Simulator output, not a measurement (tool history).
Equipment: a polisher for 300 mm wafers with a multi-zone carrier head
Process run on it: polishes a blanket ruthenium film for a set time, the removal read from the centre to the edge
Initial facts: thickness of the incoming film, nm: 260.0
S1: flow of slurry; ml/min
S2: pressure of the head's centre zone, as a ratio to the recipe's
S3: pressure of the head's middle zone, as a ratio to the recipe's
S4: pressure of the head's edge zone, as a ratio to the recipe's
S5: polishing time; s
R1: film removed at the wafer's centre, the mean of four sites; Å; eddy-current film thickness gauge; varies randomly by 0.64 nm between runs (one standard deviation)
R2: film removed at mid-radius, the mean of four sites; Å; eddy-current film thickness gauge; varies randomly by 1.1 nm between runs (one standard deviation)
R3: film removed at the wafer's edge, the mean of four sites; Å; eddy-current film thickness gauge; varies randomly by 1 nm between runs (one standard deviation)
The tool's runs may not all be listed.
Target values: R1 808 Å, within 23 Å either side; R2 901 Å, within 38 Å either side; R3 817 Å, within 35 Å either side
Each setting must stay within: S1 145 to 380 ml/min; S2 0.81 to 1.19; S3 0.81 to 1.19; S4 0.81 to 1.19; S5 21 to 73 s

| run | hour | S1 | S2 | S3 | S4 | S5 | R1 | R2 | R3 |
|---|---|---|---|---|---|---|---|---|---|
| 1 | 0 | 245 | 1 | 1 | 1 | 47 | 536.39 | 559.08 | 551.23 |
| 2 | 7.2 | 245 | 1 | 1 | 1.06 | 47 | 539.38 | 562.82 | 548.48 |
| 3 | 13.6 | 245 | 1 | 1.06 | 1.06 | 47 | 537.98 | 591.6 | 544.01 |
| 4 | 22.6 | 245 | 1.06 | 1.06 | 1.06 | 47 | 565.58 | 599.06 | 563.94 |
| 5 | 24.1 | 240 | 1.06 | 1.07 | 1.08 | 50 | 611.81 | 629.01 | 597.92 |
| 6 | 32.3 | 240 | 1.06 | 1.07 | 1.08 | 44 | 533.69 | 550.67 | 523.96 |
| 7 | 33.5 | 245 | 1.05 | 1.07 | 1.09 | 47 | 566.65 | 589.04 | 557.62 |
| 8 | 34.1 | 240 | 1.04 | 1.07 | 1.09 | 50 | 594.1 | 622.83 | 582.24 |
| 9 | 34.9 | 260 | 1.03 | 1.06 | 1.06 | 52 | 617.02 | 649.58 | 619.41 |

5 next moves are on the table. One of them brings every result within its allowed miss. Which?
| A | 35.7 | 335 | 0.86 | 0.92 | 1.07 | 73 | ? | ? | ? |
| B | 35.7 | 310 | 1 | 0.92 | 0.91 | 45 | ? | ? | ? |
| C | 35.7 | 300 | 1.01 | 0.98 | 1.09 | 67 | ? | ? | ? |
| D | 35.7 | 325 | 1.02 | 0.84 | 1.07 | 71 | ? | ? | ? |
| E | 35.7 | 255 | 1.01 | 1.11 | 1.04 | 69 | ? | ? | ? |

| move | R1 | R2 | R3 |
|---|---|---|---|
| A | 752.07 | 825.64 | 893.23 |
| B | 535.53 | 505.05 | 517.17 |
| C | 802.89 | 790.09 | 818.35 |
| D | 865.68 | 742.21 | 867.87 |
| E | 811.81 | 888.9 | 815.92 |
A: an improvement on the last run, though not all results are within tolerance
B: further off than the last run
C: brings the last run's worst result on target, with another outside its allowed miss
D: moves the result that the last run missed by most past its target, out the other side
E: each result inside its tolerance
Correct choice: E, which meets every target
